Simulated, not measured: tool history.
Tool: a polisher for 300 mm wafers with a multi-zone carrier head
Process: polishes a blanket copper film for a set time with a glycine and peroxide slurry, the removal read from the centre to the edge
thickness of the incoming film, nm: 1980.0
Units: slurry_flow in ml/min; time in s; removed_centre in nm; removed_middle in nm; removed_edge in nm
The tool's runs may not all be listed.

Run 1, hour 0: slurry_flow 295 ml/min, centre_zone 1, middle_zone 1, edge_zone 1, time 50 s. Result: removed_centre 280.18 nm, removed_middle 279.69 nm, removed_edge 283.33 nm.
Run 2, hour 2.6: slurry_flow 300 ml/min, centre_zone 1, middle_zone 1.03, edge_zone 1.04, time 53 s. Result: removed_centre 293.98 nm, removed_middle 301.18 nm, removed_edge 301.7 nm.
Run 3, hour 4.5: slurry_flow 300 ml/min, centre_zone 1, middle_zone 1.03, edge_zone 1.07, time 53 s. Result: removed_centre 300.59 nm, removed_middle 300.38 nm, removed_edge 309.2 nm.
Run 4, hour 6.7: slurry_flow 305 ml/min, centre_zone 0.99, middle_zone 1.05, edge_zone 1.1, time 56 s. Result: removed_centre 307.37 nm, removed_middle 323.38 nm, removed_edge 326.64 nm.
Run 5, hour 11.6: slurry_flow 260 ml/min, centre_zone 0.99, middle_zone 1.05, edge_zone 1.1, time 56 s. Result: removed_centre 307.35 nm, removed_middle 316.65 nm, removed_edge 330.43 nm.
Run 6, hour 15.1: slurry_flow 260 ml/min, centre_zone 0.99, middle_zone 1.05, edge_zone 1.06, time 56 s. Result: removed_centre 309.41 nm, removed_middle 319.04 nm, removed_edge 328.43 nm.
Run 7, hour 18.9: slurry_flow 240 ml/min, centre_zone 0.99, middle_zone 1.08, edge_zone 1.07, time 58 s. Result: removed_centre 319.53 nm, removed_middle 334.48 nm, removed_edge 332.17 nm.

The next listed run, before its measurement:
Run 8, hour 26: slurry_flow 325 ml/min, centre_zone 0.98, middle_zone 1.13, edge_zone 1.17, time 62 s. Result: removed_centre ?, removed_middle ?, removed_edge ?.

{"run 8": {"removed_centre": 345.8, "removed_middle": 381.19, "removed_edge": 382.82}}

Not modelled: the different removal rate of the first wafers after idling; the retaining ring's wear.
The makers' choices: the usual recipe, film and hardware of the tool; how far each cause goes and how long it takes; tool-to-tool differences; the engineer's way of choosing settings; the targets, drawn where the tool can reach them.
